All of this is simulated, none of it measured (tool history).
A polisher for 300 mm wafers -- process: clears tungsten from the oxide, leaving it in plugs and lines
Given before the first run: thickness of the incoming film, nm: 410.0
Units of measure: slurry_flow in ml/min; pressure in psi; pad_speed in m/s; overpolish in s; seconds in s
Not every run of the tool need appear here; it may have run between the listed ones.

run 1 hour=0.0 | slurry_flow=310 pressure=3.9 pad_speed=0.94 slurry_solids=1.0 overpolish=25 | seconds=106.910
run 2 hour=6.4 | slurry_flow=310 pressure=3.6 pad_speed=0.94 slurry_solids=1.0 overpolish=25 | seconds=114.760
run 3 hour=14.7 | slurry_flow=310 pressure=4.3 pad_speed=0.94 slurry_solids=1.0 overpolish=25 | seconds=99.603
run 4 hour=22.6 | slurry_flow=310 pressure=4.3 pad_speed=0.84 slurry_solids=1.0 overpolish=25 | seconds=108.630
run 5 hour=27.5 | slurry_flow=310 pressure=4.3 pad_speed=0.84 slurry_solids=1.1 overpolish=25 | seconds=104.880
run 6 hour=34.9 | slurry_flow=310 pressure=4.0 pad_speed=0.82 slurry_solids=1.1 overpolish=25 | seconds=116.140
run 7 hour=36.3 | slurry_flow=310 pressure=3.7 pad_speed=0.82 slurry_solids=1.1 overpolish=25 | seconds=124.100

Run 8, settings as shown, results not yet in. Your forecast:
run 8 hour=40.9 | slurry_flow=310 pressure=3.5 pad_speed=0.82 slurry_solids=1.1 overpolish=25 | seconds=?

Run 8 gave seconds 124.940 s.
